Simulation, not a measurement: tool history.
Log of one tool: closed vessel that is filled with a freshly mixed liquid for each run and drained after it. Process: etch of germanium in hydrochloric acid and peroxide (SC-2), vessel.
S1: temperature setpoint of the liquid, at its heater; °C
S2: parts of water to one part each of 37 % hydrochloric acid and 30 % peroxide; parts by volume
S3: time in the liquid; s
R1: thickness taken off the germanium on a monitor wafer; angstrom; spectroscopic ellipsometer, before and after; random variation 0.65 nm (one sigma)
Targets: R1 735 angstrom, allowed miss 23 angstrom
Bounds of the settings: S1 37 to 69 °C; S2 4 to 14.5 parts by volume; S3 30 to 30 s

| run | hour | S1 | S2 | S3 | R1 |
|---|---|---|---|---|---|
| 1 | 0 | 53 | 8 | 30 | 1013.5 |
| 2 | 1 | 53 | 5.5 | 30 | 1017.3 |
| 3 | 9.2 | 53 | 5.5 | 30 | 1019.7 |
| 4 | 14.3 | 53 | 4 | 30 | 1047.7 |
| 5 | 15.9 | 50 | 4 | 30 | 942.94 |
| 6 | 17.9 | 50 | 4 | 30 | 942.28 |
| 7 | 19.4 | 48 | 4 | 30 | 883.4 |
| 8 | 21.6 | 41 | 4.5 | 30 | 703.92 |
| 9 | 26.4 | 41.5 | 4.5 | 30 | 705.69 |

5 next moves are on the table. One of them brings every result within its allowed miss. Which?
| A | 31.2 | 43 | 5.5 | 30 | ? |
| B | 31.2 | 39 | 4 | 30 | ? |
| C | 31.2 | 41 | 4 | 30 | ? |
| D | 31.2 | 40.5 | 4 | 30 | ? |
| E | 31.2 | 40 | 4 | 30 | ? |

| move | R1 |
|---|---|
| A | 741.48 |
| B | 649.22 |
| C | 695.71 |
| D | 683.85 |
| E | 672.14 |
A: meets every target
B: further off than the last run
C: further off than the last run
D: further off than the last run
E: further off than the last run
Answer: A
